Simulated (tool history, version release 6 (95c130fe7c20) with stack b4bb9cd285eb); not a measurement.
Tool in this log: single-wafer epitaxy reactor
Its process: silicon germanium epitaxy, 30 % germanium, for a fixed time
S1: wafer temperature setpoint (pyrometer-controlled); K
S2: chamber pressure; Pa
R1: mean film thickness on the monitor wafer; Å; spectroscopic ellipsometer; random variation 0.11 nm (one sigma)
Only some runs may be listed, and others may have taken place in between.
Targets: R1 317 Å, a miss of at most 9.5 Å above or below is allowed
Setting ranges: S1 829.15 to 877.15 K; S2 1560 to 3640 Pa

run 1 hour=0 | S1=853.15 S2=2600 | R1=392.72
run 2 hour=4.5 | S1=852.15 S2=2600 | R1=384.62
run 3 hour=5.8 | S1=851.15 S2=2600 | R1=375.08
run 4 hour=6.7 | S1=851.15 S2=2320 | R1=356.75
run 5 hour=8 | S1=858.15 S2=2320 | R1=411.11
run 6 hour=16.4 | S1=858.15 S2=2773 | R1=452.38
run 7 hour=21.2 | S1=856.15 S2=2773 | R1=429.85
run 8 hour=29.2 | S1=855.15 S2=2773 | R1=423.7

5 next moves are on the table. One of them brings every result within its allowed miss. Which?
run A hour=37.2 | S1=844.15 S2=2546 | R1=?
run B hour=37.2 | S1=865.15 S2=2680 | R1=?
run C hour=37.2 | S1=836.15 S2=3160 | R1=?
run D hour=37.2 | S1=853.15 S2=2293 | R1=?
run E hour=37.2 | S1=848.15 S2=2826 | R1=?

move=A R1=320.71
move=B R1=515.16
move=C R1=297.74
move=D R1=370.21
move=E R1=368.17
A: every result lands within tolerance
B: lands further from the targets than the last run did
C: pushes the last run's worst result past its target
D: nearer than the last run, and not there yet
E: nearer than the last run, and not there yet
A is the move that brings every result within its allowed miss.
